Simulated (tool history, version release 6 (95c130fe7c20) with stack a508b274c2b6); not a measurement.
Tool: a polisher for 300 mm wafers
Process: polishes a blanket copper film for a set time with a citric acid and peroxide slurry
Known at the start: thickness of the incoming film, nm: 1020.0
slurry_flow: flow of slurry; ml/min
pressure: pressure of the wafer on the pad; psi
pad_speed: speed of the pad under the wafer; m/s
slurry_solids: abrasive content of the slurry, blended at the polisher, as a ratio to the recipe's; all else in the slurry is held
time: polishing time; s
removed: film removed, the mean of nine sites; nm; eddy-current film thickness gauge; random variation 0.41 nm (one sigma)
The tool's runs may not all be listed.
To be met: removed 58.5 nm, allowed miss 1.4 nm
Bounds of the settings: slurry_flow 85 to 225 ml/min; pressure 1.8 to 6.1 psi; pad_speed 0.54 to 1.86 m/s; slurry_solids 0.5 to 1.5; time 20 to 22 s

run  hour  slurry_flow  pressure  pad_speed  slurry_solids  time  removed
  1     0          145       3.9       1.18              1    22    80.58
  2   7.4          145       3.5       1.18              1    22   73.841
  3    14          145       3.5        1.3              1    22   80.163
  4  14.7          135       3.2        1.3              1    22   72.041
  5  23.3          165       3.2        1.3              1    22   72.668
     30.4  -- head pressure recalibrated
  6  30.4          140       3.2        1.3              1    22   77.619
  7  35.3          155       2.9        1.3              1    22   70.939
  8  37.8          155       2.6        1.3              1    22   63.427

4 next moves are on the table. One of them brings every result within its allowed miss. Which?
  A  40.3          160       2.8        1.3           1.05    22        ?
  B  40.3          170       2.8       1.36           1.05    21        ?
  C  40.3          155       3.3       1.04           0.85    20        ?
  D  40.3          185       2.2       1.58              1    22        ?

move  removed
   A   69.548
   B   69.567
   C   58.377
   D   66.236
A: further off than the last run
B: further off than the last run
C: meets every target
D: further off than the last run
Move C is the one to make.
